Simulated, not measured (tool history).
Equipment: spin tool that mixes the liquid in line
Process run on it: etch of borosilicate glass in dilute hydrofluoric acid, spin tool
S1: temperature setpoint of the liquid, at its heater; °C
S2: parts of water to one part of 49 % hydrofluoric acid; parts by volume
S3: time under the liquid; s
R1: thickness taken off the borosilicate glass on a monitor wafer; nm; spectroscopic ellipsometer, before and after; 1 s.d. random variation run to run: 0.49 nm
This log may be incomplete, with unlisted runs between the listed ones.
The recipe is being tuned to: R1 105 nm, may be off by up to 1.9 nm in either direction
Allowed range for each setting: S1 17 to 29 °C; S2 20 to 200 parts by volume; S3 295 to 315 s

run,hour,S1,S2,S3,R1
1,0,21,110,295,60.526
2,8.4,23.5,105,295,70.702
3,14.3,23.5,105,315,76.151
4,19.8,25,100,315,84.417
5,26.2,25,100,315,84.358
6,34.4,25,130,315,62.323
7,36.2,29,85,315,117.23
8,40.3,28,85,315,114.08
9,42.3,27.5,85,315,111.72
10,50.2,27,85,315,108.56

Exactly one of the 4 candidate moves below puts every result within its allowed miss. Which one?
A,58.1,26.5,85,295,?
B,58.1,26.5,90,315,?
C,58.1,28,85,315,?
D,58.1,24.5,80,310,?

move,R1
A,99.987
B,100.17
C,113.19
D,103.81
A: the result that was furthest off in the last run now lies on the other side of its target
B: the result that was furthest off in the last run now lies on the other side of its target
C: its largest miss is bigger than the last run's
D: every result within its allowed miss
The right move is D.
